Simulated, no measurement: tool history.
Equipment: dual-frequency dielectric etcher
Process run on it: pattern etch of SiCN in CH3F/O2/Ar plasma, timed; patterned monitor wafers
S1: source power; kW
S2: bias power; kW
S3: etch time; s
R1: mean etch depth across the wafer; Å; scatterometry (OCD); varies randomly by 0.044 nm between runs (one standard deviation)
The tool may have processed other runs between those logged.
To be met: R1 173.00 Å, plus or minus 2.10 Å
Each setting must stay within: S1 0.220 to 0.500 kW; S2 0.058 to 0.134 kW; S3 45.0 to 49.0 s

run 1 hour=0.0 | S1=0.360 S2=0.096 S3=49.0 | R1=190.33
run 2 hour=8.3 | S1=0.360 S2=0.083 S3=49.0 | R1=182.16
run 3 hour=15.8 | S1=0.360 S2=0.066 S3=49.0 | R1=169.38
run 4 hour=20.4 | S1=0.370 S2=0.066 S3=49.0 | R1=170.58
run 5 hour=24.2 | S1=0.370 S2=0.066 S3=45.0 | R1=157.07
run 6 hour=27.0 | S1=0.380 S2=0.067 S3=45.0 | R1=158.40
run 7 hour=32.2 | S1=0.380 S2=0.069 S3=45.0 | R1=159.70
run 8 hour=33.2 | S1=0.380 S2=0.071 S3=45.0 | R1=162.23
run 9 hour=41.1 | S1=0.390 S2=0.072 S3=45.0 | R1=164.63
run 10 hour=42.1 | S1=0.400 S2=0.072 S3=45.0 | R1=166.04
run 11 hour=45.4 | S1=0.410 S2=0.072 S3=45.0 | R1=167.53

Which of these 5 next moves meets every target?
run A hour=48.7 | S1=0.370 S2=0.075 S3=45.0 | R1=?
run B hour=48.7 | S1=0.390 S2=0.071 S3=47.5 | R1=?
run C hour=48.7 | S1=0.420 S2=0.060 S3=47.0 | R1=?
run D hour=48.7 | S1=0.410 S2=0.071 S3=45.0 | R1=?
run E hour=48.7 | S1=0.360 S2=0.081 S3=48.5 | R1=?

move=A R1=163.78
move=B R1=173.11
move=C R1=167.01
move=D R1=167.00
move=E R1=179.29
A: its largest miss is bigger than the last run's
B: hits every target within its allowed miss
C: its largest miss is bigger than the last run's
D: its largest miss is bigger than the last run's
E: takes the result that was furthest off past its target
Move B is the one to make.

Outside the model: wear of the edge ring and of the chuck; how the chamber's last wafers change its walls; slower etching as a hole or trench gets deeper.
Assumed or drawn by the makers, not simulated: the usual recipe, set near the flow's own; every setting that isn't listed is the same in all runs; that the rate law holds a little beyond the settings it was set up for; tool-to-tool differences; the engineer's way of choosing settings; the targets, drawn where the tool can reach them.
